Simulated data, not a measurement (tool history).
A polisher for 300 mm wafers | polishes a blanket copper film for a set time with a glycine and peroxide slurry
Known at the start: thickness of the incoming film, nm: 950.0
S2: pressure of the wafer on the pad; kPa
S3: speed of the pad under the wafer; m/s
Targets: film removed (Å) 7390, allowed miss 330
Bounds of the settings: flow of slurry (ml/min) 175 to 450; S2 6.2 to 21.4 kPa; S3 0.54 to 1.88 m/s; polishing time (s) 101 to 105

Run 1, hour 0: flow of slurry (ml/min) 290, S2 13.8 kPa, S3 1.2 m/s, polishing time (s) 101. Result: film removed (Å) 4747.1.
Run 2, hour 0.6: flow of slurry (ml/min) 290, S2 14.5 kPa, S3 1.2 m/s, polishing time (s) 101. Result: film removed (Å) 5008.8.
Run 3, hour 5.6: flow of slurry (ml/min) 290, S2 15.2 kPa, S3 1.2 m/s, polishing time (s) 101. Result: film removed (Å) 5086.9.
Run 4, hour 8: flow of slurry (ml/min) 290, S2 15.2 kPa, S3 1.2 m/s, polishing time (s) 101. Result: film removed (Å) 5197.9.
Run 5, hour 10.6: flow of slurry (ml/min) 290, S2 15.9 kPa, S3 1.2 m/s, polishing time (s) 101. Result: film removed (Å) 5387.7.
Run 6, hour 14.7: flow of slurry (ml/min) 290, S2 15.9 kPa, S3 1.2 m/s, polishing time (s) 101. Result: film removed (Å) 5371.1.
Run 7, hour 17.4: flow of slurry (ml/min) 290, S2 16.5 kPa, S3 1.2 m/s, polishing time (s) 101. Result: film removed (Å) 5646.4.
Run 8, hour 25.5: flow of slurry (ml/min) 290, S2 17.2 kPa, S3 1.2 m/s, polishing time (s) 101. Result: film removed (Å) 5664.8.
Run 9, hour 34.4: flow of slurry (ml/min) 290, S2 17.9 kPa, S3 1.22 m/s, polishing time (s) 101. Result: film removed (Å) 6056.1.

Which of these 4 next moves meets every target?
Run A, hour 43.3: flow of slurry (ml/min) 190, S2 19.3 kPa, S3 1.06 m/s, polishing time (s) 101. Result: film removed (Å) ?.
Run B, hour 43.3: flow of slurry (ml/min) 260, S2 15.9 kPa, S3 1.12 m/s, polishing time (s) 105. Result: film removed (Å) ?.
Run C, hour 43.3: flow of slurry (ml/min) 300, S2 11.7 kPa, S3 1.34 m/s, polishing time (s) 101. Result: film removed (Å) ?.
Run D, hour 43.3: flow of slurry (ml/min) 270, S2 18.6 kPa, S3 1.44 m/s, polishing time (s) 105. Result: film removed (Å) ?.

move  film removed (Å)
   A            5437.9
   B            5223.8
   C              4544
   D            7238.8
A: further off than the last run
B: further off than the last run
C: further off than the last run
D: meets every target
Answer: D
